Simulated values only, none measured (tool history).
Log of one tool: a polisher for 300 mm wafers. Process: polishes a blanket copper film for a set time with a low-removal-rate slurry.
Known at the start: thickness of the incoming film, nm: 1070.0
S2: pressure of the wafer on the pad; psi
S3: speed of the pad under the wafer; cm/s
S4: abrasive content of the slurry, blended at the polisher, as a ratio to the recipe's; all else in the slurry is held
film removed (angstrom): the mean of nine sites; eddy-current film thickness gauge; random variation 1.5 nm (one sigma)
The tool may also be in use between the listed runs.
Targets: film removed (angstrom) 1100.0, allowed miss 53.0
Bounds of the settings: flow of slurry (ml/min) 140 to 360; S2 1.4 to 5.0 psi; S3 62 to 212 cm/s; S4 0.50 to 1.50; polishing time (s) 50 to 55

{"run": 1, "hour": 0.0, "flow of slurry (ml/min)": 230, "S2": 3.2, "S3": 136, "S4": 1.0, "polishing time (s)": 55, "film removed (angstrom)": 2016.4}
{"run": 2, "hour": 4.9, "flow of slurry (ml/min)": 230, "S2": 2.8, "S3": 134, "S4": 1.0, "polishing time (s)": 55, "film removed (angstrom)": 1799.6}
{"run": 3, "hour": 11.6, "flow of slurry (ml/min)": 230, "S2": 2.5, "S3": 130, "S4": 1.0, "polishing time (s)": 55, "film removed (angstrom)": 1599.0}
{"run": 4, "hour": 15.0, "flow of slurry (ml/min)": 275, "S2": 2.5, "S3": 130, "S4": 1.0, "polishing time (s)": 55, "film removed (angstrom)": 1572.6}
{"run": 5, "hour": 20.7, "flow of slurry (ml/min)": 275, "S2": 2.3, "S3": 128, "S4": 1.0, "polishing time (s)": 55, "film removed (angstrom)": 1485.6}
{"run": 6, "hour": 26.2, "flow of slurry (ml/min)": 275, "S2": 2.1, "S3": 126, "S4": 1.0, "polishing time (s)": 55, "film removed (angstrom)": 1317.0}
{"run": 7, "hour": 32.3, "flow of slurry (ml/min)": 275, "S2": 2.0, "S3": 126, "S4": 1.0, "polishing time (s)": 55, "film removed (angstrom)": 1277.3}
{"run": 8, "hour": 35.8, "flow of slurry (ml/min)": 275, "S2": 1.9, "S3": 126, "S4": 1.0, "polishing time (s)": 55, "film removed (angstrom)": 1217.3}

5 next moves are on the table. One of them brings every result within its allowed miss. Which?
{"run": "A", "hour": 39.3, "flow of slurry (ml/min)": 315, "S2": 2.3, "S3": 94, "S4": 0.9, "polishing time (s)": 50, "film removed (angstrom)": "?"}
{"run": "B", "hour": 39.3, "flow of slurry (ml/min)": 260, "S2": 2.2, "S3": 138, "S4": 0.85, "polishing time (s)": 55, "film removed (angstrom)": "?"}
{"run": "C", "hour": 39.3, "flow of slurry (ml/min)": 285, "S2": 2.1, "S3": 134, "S4": 0.95, "polishing time (s)": 55, "film removed (angstrom)": "?"}
{"run": "D", "hour": 39.3, "flow of slurry (ml/min)": 270, "S2": 2.0, "S3": 144, "S4": 1.05, "polishing time (s)": 55, "film removed (angstrom)": "?"}
{"run": "E", "hour": 39.3, "flow of slurry (ml/min)": 270, "S2": 1.9, "S3": 142, "S4": 1.05, "polishing time (s)": 55, "film removed (angstrom)": "?"}

move=A film_removed_(angstrom)=1092.0
move=B film_removed_(angstrom)=1423.1
move=C film_removed_(angstrom)=1369.7
move=D film_removed_(angstrom)=1388.2
move=E film_removed_(angstrom)=1309.7
A: meets every target
B: further off than the last run
C: further off than the last run
D: further off than the last run
E: further off than the last run
Move A is the one to make.
